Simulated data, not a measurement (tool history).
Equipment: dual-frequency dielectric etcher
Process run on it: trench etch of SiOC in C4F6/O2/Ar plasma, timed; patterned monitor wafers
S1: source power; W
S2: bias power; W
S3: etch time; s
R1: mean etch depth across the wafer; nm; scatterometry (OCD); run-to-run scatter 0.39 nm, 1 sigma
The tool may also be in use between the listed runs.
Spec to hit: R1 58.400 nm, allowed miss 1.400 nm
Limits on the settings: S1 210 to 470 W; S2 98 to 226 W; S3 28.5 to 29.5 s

| run | hour | S1 | S2 | S3 | R1 |
|---|---|---|---|---|---|
| 1 | 0.0 | 340 | 162 | 28.5 | 52.474 |
| 2 | 8.5 | 340 | 173 | 28.5 | 53.413 |
| 3 | 16.4 | 340 | 163 | 28.5 | 52.498 |
| 4 | 17.9 | 360 | 167 | 28.5 | 53.845 |
| 5 | 20.3 | 380 | 171 | 28.5 | 56.010 |
| 6 | 26.1 | 380 | 159 | 28.5 | 54.751 |
| 7 | 29.4 | 390 | 161 | 28.5 | 55.166 |
| 8 | 31.6 | 400 | 163 | 28.5 | 55.345 |
| 9 | 37.2 | 410 | 166 | 28.5 | 56.121 |

Of the 4 settings listed for the next run, only one would bring every result within its allowed miss of target. Which one?
| A | 42.8 | 420 | 196 | 29.0 | ? |
| B | 42.8 | 450 | 145 | 28.5 | ? |
| C | 42.8 | 410 | 171 | 29.0 | ? |
| D | 42.8 | 390 | 167 | 28.5 | ? |

| move | R1 |
|---|---|
| A | 60.350 |
| B | 55.171 |
| C | 57.342 |
| D | 55.068 |
A: the result that was furthest off in the last run now lies on the other side of its target
B: misses by more than the last run did
C: all results land within tolerance of their targets
D: misses by more than the last run did
The move that meets every target is C.
